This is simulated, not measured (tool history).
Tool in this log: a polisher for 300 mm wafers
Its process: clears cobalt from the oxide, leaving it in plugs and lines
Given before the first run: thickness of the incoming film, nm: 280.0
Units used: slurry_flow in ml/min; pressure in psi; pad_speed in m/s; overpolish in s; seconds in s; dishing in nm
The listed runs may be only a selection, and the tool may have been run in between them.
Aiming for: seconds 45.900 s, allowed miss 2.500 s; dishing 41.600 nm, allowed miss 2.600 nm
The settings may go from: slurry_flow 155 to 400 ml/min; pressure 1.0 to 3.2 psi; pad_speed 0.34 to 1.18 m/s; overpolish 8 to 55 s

Run 1, hour 0.0: slurry_flow 255 ml/min, pressure 2.1 psi, pad_speed 0.76 m/s, overpolish 28 s. Result: seconds 64.423 s, dishing 42.049 nm.
Run 2, hour 5.3: slurry_flow 255 ml/min, pressure 2.3 psi, pad_speed 0.76 m/s, overpolish 26 s. Result: seconds 58.439 s, dishing 43.957 nm.
Run 3, hour 13.9: slurry_flow 255 ml/min, pressure 2.4 psi, pad_speed 0.78 m/s, overpolish 21 s. Result: seconds 56.059 s, dishing 41.214 nm.
Run 4, hour 19.8: slurry_flow 255 ml/min, pressure 2.4 psi, pad_speed 0.78 m/s, overpolish 9 s. Result: seconds 56.739 s, dishing 27.246 nm.
Run 5, hour 27.7: slurry_flow 255 ml/min, pressure 2.4 psi, pad_speed 0.64 m/s, overpolish 9 s. Result: seconds 67.801 s, dishing 24.485 nm.
Run 6, hour 30.1: slurry_flow 255 ml/min, pressure 2.4 psi, pad_speed 0.46 m/s, overpolish 9 s. Result: seconds 90.581 s, dishing 18.958 nm.
Run 7, hour 34.0: slurry_flow 255 ml/min, pressure 2.5 psi, pad_speed 0.54 m/s, overpolish 12 s. Result: seconds 76.337 s, dishing 26.887 nm.
Run 8, hour 39.2: slurry_flow 255 ml/min, pressure 2.7 psi, pad_speed 0.58 m/s, overpolish 11 s. Result: seconds 66.026 s, dishing 27.974 nm.
At hour 42.9: worn pad replaced by a new one.
Run 9, hour 42.9: slurry_flow 255 ml/min, pressure 2.8 psi, pad_speed 0.60 m/s, overpolish 12 s. Result: seconds 56.327 s, dishing 32.582 nm.
Run 10, hour 45.2: slurry_flow 255 ml/min, pressure 2.9 psi, pad_speed 0.60 m/s, overpolish 13 s. Result: seconds 55.734 s, dishing 34.006 nm.
Run 11, hour 45.9: slurry_flow 255 ml/min, pressure 2.9 psi, pad_speed 0.60 m/s, overpolish 13 s. Result: seconds 54.427 s, dishing 33.821 nm.

Consider the 4 candidate settings below. Which is the only one whose results all fall within their allowed miss of target?
Run A, hour 46.6: slurry_flow 245 ml/min, pressure 3.2 psi, pad_speed 0.60 m/s, overpolish 18 s. Result: seconds ?, dishing ?.
Run B, hour 46.6: slurry_flow 235 ml/min, pressure 2.8 psi, pad_speed 0.74 m/s, overpolish 17 s. Result: seconds ?, dishing ?.
Run C, hour 46.6: slurry_flow 290 ml/min, pressure 3.2 psi, pad_speed 0.76 m/s, overpolish 14 s. Result: seconds ?, dishing ?.
Run D, hour 46.6: slurry_flow 290 ml/min, pressure 2.7 psi, pad_speed 0.70 m/s, overpolish 20 s. Result: seconds ?, dishing ?.

move  seconds  dishing
   A   50.357   41.740
   B   46.860   41.927
   C   39.420   41.553
   D   50.111   43.320
A: an improvement on the last run, though not all results are within tolerance
B: hits every target within its allowed miss
C: the result that was furthest off in the last run now lies on the other side of its target
D: an improvement on the last run, though not all results are within tolerance
Correct choice: B, which meets every target
